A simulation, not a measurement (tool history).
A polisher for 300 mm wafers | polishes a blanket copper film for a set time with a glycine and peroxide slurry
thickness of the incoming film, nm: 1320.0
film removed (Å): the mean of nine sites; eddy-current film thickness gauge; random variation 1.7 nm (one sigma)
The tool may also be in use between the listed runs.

run	day	flow of slurry (ml/min)	pressure of the wafer on the pad (kPa)	speed of the pad under the wafer (m/s)	polishing time (s)	film removed (Å)
1	0	185	12.4	0.82	65	1878.7
2	0.142	160	12.4	0.82	65	1847.9
3	0.504	170	13.8	0.82	65	2004
4	0.862	170	13.8	0.82	68	2076.7
5	1.146	170	13.8	1	68	2412.8
6	1.392	170	12.4	1	68	2230.6
7	1.575	180	13.1	1	68	2365.3

Run 8 comes next. What will it give?
8	1.721	190	13.1	1	68	?

{"run 8": {"film removed (Å)": 2387}}
